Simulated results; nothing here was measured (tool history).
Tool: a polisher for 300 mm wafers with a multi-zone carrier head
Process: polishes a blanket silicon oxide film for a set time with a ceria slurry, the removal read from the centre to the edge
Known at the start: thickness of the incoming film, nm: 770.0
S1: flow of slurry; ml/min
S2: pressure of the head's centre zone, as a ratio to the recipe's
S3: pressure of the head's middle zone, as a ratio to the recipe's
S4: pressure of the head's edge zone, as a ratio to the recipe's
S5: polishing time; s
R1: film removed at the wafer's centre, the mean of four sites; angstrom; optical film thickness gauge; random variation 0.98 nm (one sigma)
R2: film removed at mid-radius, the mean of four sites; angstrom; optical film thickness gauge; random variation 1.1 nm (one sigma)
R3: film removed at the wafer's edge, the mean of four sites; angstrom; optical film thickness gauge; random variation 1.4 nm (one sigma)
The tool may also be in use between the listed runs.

run	day	S1	S2	S3	S4	S5	R1	R2	R3
1	0.000	225	1.00	1.00	1.00	54	2117.2	2151.2	2097.1
2	0.058	185	1.00	1.00	1.00	54	2037.6	2074.6	2031.1
3	0.275	175	0.98	0.96	0.95	50	1839.7	1835.0	1861.3
4	0.375	175	0.98	0.96	0.95	63	2291.6	2335.4	2321.6
5	0.583	175	0.97	0.95	0.91	55	2008.9	2039.9	2016.5
6	0.929	175	0.97	0.95	0.91	65	2367.1	2423.4	2383.3
7	1.088	180	0.94	0.87	0.82	50	1776.9	1784.5	1790.0
8	1.433	180	0.95	0.87	0.82	47	1680.7	1673.6	1667.0
9	1.521	175	0.95	0.86	0.82	45	1595.0	1597.6	1583.5
10	1.650	165	0.95	0.85	0.82	44	1562.6	1508.0	1557.1
11	1.871	165	0.95	0.87	0.81	41	1460.4	1444.2	1458.6

Run 12 comes next. What will it give?
12	2.175	170	0.95	0.87	0.81	41	?	?	?

Run 12 gave R1 1459.7 angstrom, R2 1452.8 angstrom, R3 1452.6 angstrom.
